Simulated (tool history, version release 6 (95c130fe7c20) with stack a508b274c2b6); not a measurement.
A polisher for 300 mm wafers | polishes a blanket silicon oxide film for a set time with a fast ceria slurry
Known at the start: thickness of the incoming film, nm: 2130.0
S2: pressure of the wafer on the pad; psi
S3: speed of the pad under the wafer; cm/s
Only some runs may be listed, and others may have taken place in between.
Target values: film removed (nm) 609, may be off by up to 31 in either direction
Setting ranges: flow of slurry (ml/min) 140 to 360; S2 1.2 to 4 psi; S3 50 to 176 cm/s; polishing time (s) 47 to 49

{"run": 1, "hour": 0.0, "flow of slurry (ml/min)": 230, "S2": 2.6, "S3": 112, "polishing time (s)": 47, "film removed (nm)": 758.54}
{"run": 2, "hour": 6.3, "flow of slurry (ml/min)": 265, "S2": 2.6, "S3": 112, "polishing time (s)": 47, "film removed (nm)": 802.02}
{"run": 3, "hour": 9.6, "flow of slurry (ml/min)": 255, "S2": 2.5, "S3": 112, "polishing time (s)": 47, "film removed (nm)": 760.97}
{"run": 4, "hour": 16.9, "flow of slurry (ml/min)": 310, "S2": 2.5, "S3": 112, "polishing time (s)": 47, "film removed (nm)": 764.57}
{"run": 5, "hour": 22.2, "flow of slurry (ml/min)": 310, "S2": 2.4, "S3": 112, "polishing time (s)": 47, "film removed (nm)": 744.03}
{"run": 6, "hour": 29.0, "flow of slurry (ml/min)": 310, "S2": 2.4, "S3": 112, "polishing time (s)": 47, "film removed (nm)": 744.53}
{"run": 7, "hour": 34.2, "flow of slurry (ml/min)": 310, "S2": 2.4, "S3": 112, "polishing time (s)": 47, "film removed (nm)": 732.48}
{"run": 8, "hour": 40.5, "flow of slurry (ml/min)": 310, "S2": 2.3, "S3": 112, "polishing time (s)": 47, "film removed (nm)": 721.85}
{"run": 9, "hour": 43.0, "flow of slurry (ml/min)": 310, "S2": 2.2, "S3": 112, "polishing time (s)": 47, "film removed (nm)": 708.41}
{"run": 10, "hour": 46.1, "flow of slurry (ml/min)": 310, "S2": 2.1, "S3": 112, "polishing time (s)": 47, "film removed (nm)": 666.82}

Which one of the following 4 next-run settings gets every result inside its allowed miss? There is exactly one.
{"run": "A", "hour": 49.2, "flow of slurry (ml/min)": 305, "S2": 2, "S3": 128, "polishing time (s)": 49, "film removed (nm)": "?"}
{"run": "B", "hour": 49.2, "flow of slurry (ml/min)": 250, "S2": 2.4, "S3": 108, "polishing time (s)": 47, "film removed (nm)": "?"}
{"run": "C", "hour": 49.2, "flow of slurry (ml/min)": 360, "S2": 2.2, "S3": 100, "polishing time (s)": 47, "film removed (nm)": "?"}
{"run": "D", "hour": 49.2, "flow of slurry (ml/min)": 300, "S2": 1.9, "S3": 98, "polishing time (s)": 48, "film removed (nm)": "?"}

move=A film_removed_(nm)=732.92
move=B film_removed_(nm)=696.56
move=C film_removed_(nm)=611.66
move=D film_removed_(nm)=527.73
A: lands further from the targets than the last run did
B: lands further from the targets than the last run did
C: meets every target
D: carries the result that was furthest off beyond its target, to the other side
Move C is the one to make.
